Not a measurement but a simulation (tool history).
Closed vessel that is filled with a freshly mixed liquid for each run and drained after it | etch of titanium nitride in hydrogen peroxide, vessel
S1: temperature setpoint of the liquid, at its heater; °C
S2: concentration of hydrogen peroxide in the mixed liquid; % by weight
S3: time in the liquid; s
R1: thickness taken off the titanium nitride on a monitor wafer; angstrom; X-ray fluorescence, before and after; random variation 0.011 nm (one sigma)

run 1 day=0.000 | S1=58.0 S2=24.5 S3=55 | R1=50.895
run 2 day=0.246 | S1=58.0 S2=27.5 S3=55 | R1=52.384
run 3 day=0.333 | S1=51.0 S2=27.5 S3=55 | R1=32.056
run 4 day=0.521 | S1=50.0 S2=27.5 S3=55 | R1=29.745
run 5 day=0.554 | S1=50.0 S2=27.5 S3=55 | R1=29.499
run 6 day=0.608 | S1=49.0 S2=27.5 S3=55 | R1=27.744
run 7 day=0.650 | S1=49.0 S2=27.5 S3=55 | R1=27.431
run 8 day=1.025 | S1=44.0 S2=27.5 S3=55 | R1=19.265

The next listed run, before its measurement:
run 9 day=1.104 | S1=44.5 S2=27.5 S3=55 | R1=?

Run 9 gave R1 19.887 angstrom.

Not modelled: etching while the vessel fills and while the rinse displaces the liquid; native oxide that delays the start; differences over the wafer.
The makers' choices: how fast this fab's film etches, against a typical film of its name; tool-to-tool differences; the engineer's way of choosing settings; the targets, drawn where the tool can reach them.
